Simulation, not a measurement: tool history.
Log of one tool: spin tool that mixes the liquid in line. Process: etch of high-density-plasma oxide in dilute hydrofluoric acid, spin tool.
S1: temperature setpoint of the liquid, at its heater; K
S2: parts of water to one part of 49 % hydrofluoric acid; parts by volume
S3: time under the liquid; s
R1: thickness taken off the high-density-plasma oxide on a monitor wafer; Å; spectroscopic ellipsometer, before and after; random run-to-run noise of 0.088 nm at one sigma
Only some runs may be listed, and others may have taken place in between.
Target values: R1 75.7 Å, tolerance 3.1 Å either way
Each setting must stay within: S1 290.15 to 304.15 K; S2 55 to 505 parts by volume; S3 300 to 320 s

Run 1, hour 0: S1 296.15 K, S2 280 parts by volume, S3 300 s. Result: R1 60.586 Å.
Run 2, hour 5.9: S1 296.15 K, S2 380 parts by volume, S3 300 s. Result: R1 41.145 Å.
Run 3, hour 6.4: S1 297.15 K, S2 365 parts by volume, S3 300 s. Result: R1 43.654 Å.
Run 4, hour 7.3: S1 297.65 K, S2 345 parts by volume, S3 300 s. Result: R1 48.997 Å.
Run 5, hour 9.6: S1 298.15 K, S2 335 parts by volume, S3 300 s. Result: R1 52.297 Å.
Run 6, hour 18: S1 298.65 K, S2 330 parts by volume, S3 300 s. Result: R1 52.326 Å.
Run 7, hour 25: S1 299.15 K, S2 320 parts by volume, S3 300 s. Result: R1 57.785 Å.
Run 8, hour 29.6: S1 299.65 K, S2 315 parts by volume, S3 300 s. Result: R1 56.885 Å.
Run 9, hour 31.8: S1 300.15 K, S2 305 parts by volume, S3 300 s. Result: R1 62.035 Å.

Exactly one of the 5 candidate moves below puts every result within its allowed miss. Which one?
Run A, hour 34: S1 303.65 K, S2 285 parts by volume, S3 300 s. Result: R1 ?.
Run B, hour 34: S1 298.15 K, S2 340 parts by volume, S3 300 s. Result: R1 ?.
Run C, hour 34: S1 300.65 K, S2 280 parts by volume, S3 300 s. Result: R1 ?.
Run D, hour 34: S1 300.15 K, S2 355 parts by volume, S3 300 s. Result: R1 ?.
Run E, hour 34: S1 301.65 K, S2 320 parts by volume, S3 320 s. Result: R1 ?.

move      R1
   A  76.371
   B  50.457
   C  70.798
   D  50.867
   E  65.472
A: all results in spec
B: further off than the last run
C: moves toward the targets from the last run without getting all of them in spec
D: further off than the last run
E: moves toward the targets from the last run without getting all of them in spec
So the answer is move A, the one that meets all the targets.
